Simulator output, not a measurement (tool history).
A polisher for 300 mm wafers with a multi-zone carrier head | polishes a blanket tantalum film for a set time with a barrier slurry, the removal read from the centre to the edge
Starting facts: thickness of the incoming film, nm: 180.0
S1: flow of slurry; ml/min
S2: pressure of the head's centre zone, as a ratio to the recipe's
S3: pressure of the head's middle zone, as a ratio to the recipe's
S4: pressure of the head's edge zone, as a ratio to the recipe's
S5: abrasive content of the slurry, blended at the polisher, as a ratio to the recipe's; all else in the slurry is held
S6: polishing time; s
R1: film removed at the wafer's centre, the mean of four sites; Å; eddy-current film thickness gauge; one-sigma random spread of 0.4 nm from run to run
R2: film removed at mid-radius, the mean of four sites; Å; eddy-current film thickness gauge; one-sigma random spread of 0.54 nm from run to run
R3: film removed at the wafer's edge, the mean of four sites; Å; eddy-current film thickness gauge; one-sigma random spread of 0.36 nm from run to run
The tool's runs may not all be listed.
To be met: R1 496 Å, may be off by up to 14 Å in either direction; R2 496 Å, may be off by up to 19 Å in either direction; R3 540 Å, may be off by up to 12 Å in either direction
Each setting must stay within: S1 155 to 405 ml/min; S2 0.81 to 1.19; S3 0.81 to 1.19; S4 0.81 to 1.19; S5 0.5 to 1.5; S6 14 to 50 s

run  hour   S1    S2    S3    S4    S5  S6      R1      R2      R3
  1     0  260     1     1     1     1  32  657.18  667.18  653.61
  2   6.6  260     1     1     1     1  26  532.66  528.69  528.73
  3    15  250  0.99  0.99  1.01     1  26  529.61  533.48  527.11
  4    17  250  0.99  0.99  1.01     1  18  364.39  358.02   370.6
  5  25.5  270  0.99     1  1.06  1.15  19  402.82  409.88  412.82
  6  28.3  270  0.98  0.97  1.09  1.25  20  439.03  432.05   452.9
  7  37.3  275  0.97  0.96  1.12   1.3  20  436.43  431.04  466.42
  8  38.4  285  0.97  0.96  1.14  1.35  20  444.46  446.28  468.25
  9  43.8  280  0.96  0.95  1.15   1.4  21   464.4  468.55   500.6

Next run, 5 choices. One meets every target within its allowed miss, the rest don't. Which?
  A  49.2  260  0.97  0.92  1.18  1.45  21   ?   ?   ?
  B  49.2  215  0.95  0.95  1.12  1.25  24   ?   ?   ?
  C  49.2  205  0.97   0.9  1.11   1.5  22   ?   ?   ?
  D  49.2  335  0.91   0.9  1.16  1.25  22   ?   ?   ?
  E  49.2  220  0.97  0.88  1.19   1.4  23   ?   ?   ?

move      R1      R2      R3
   A  468.81  444.61   509.2
   B  494.69  489.76  538.26
   C  476.43  445.87  510.74
   D  466.52  454.08  521.89
   E  496.46  456.01  545.99
A: closer than the last run, but not yet in spec
B: all results in spec
C: closer than the last run, but not yet in spec
D: closer than the last run, but not yet in spec
E: brings the result that was furthest off to its target, and leaves another outside
Answer: B
